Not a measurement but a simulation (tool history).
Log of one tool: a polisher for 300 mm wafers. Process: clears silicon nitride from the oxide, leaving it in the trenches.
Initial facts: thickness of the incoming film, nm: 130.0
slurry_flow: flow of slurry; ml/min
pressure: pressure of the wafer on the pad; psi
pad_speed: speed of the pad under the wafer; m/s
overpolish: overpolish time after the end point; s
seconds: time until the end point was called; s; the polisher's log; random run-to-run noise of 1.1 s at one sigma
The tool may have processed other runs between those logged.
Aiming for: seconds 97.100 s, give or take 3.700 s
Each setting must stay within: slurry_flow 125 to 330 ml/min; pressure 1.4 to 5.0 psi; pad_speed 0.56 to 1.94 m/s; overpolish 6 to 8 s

run,hour,slurry_flow,pressure,pad_speed,overpolish,seconds
1,0.0,210,3.2,1.24,8,128.460
2,7.1,210,3.2,1.24,8,128.480
3,12.9,210,3.2,1.04,8,144.030
4,21.2,210,3.2,1.04,6,146.440
5,25.0,210,3.6,1.04,6,130.360
6,33.4,245,3.6,1.04,6,128.340
7,39.5,245,3.9,1.04,6,118.380
8,42.3,245,4.1,1.04,6,112.500
9,49.0,245,4.2,1.04,6,109.150
10,55.9,245,4.3,1.04,6,107.620
11,57.7,245,4.4,1.04,6,104.080
12,61.1,245,4.5,1.04,6,101.320
13,65.2,245,4.5,1.04,6,100.250
14,72.6,245,4.5,1.04,6,99.867

Next run, 4 choices. One meets every target within its allowed miss, the rest don't. Which?
A,80.0,240,4.6,0.94,6,?
B,80.0,285,4.6,1.04,7,?
C,80.0,220,4.0,1.16,6,?
D,80.0,260,4.5,1.00,6,?

move,seconds
A,105.980
B,97.347
C,106.710
D,103.060
A: misses by more than the last run did
B: every result lands within tolerance
C: misses by more than the last run did
D: misses by more than the last run did
Move B is the one to make.
